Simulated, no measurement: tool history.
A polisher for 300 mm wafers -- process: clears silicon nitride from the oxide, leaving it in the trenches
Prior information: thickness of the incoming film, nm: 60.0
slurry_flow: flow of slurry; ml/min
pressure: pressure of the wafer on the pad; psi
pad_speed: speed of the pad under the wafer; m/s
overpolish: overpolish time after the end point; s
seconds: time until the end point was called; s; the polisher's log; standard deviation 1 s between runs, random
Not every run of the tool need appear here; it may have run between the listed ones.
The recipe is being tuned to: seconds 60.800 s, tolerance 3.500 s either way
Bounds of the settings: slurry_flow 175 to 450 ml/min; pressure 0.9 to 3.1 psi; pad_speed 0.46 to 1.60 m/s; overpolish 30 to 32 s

run    day  slurry_flow  pressure  pad_speed  overpolish  seconds
  1  0.000          290       2.0       1.02          30   94.676
  2  0.062          290       2.2       1.04          30   84.736
  3  0.262          290       2.2       0.88          30   98.832
  4  0.517          290       2.2       1.10          30   81.972
  5  0.729          290       2.2       1.10          32   80.734
  6  1.004          290       1.8       1.10          32   97.863
  7  1.167          290       2.0       1.12          32   83.888
  8  1.446          290       2.1       1.14          32   80.025
  9  1.721          290       2.2       1.14          32   76.540
 10  1.983          290       2.3       1.14          32   74.845
 11  2.050          290       2.4       1.14          32   71.316

Which single option among these 4 for the next run brings every result within its allowed miss of target? Just one does.
  A  2.117          335       2.4       1.30          31        ?
  B  2.117          255       2.2       1.32          32        ?
  C  2.117          285       3.0       1.22          32        ?
  D  2.117          305       2.5       1.14          32        ?

move  seconds
   A   63.515
   B   70.027
   C   55.176
   D   69.970
A: hits every target within its allowed miss
B: gains on the last run, yet a result remains outside its allowed miss
C: pushes the last run's worst result past its target
D: gains on the last run, yet a result remains outside its allowed miss
The right move is A.
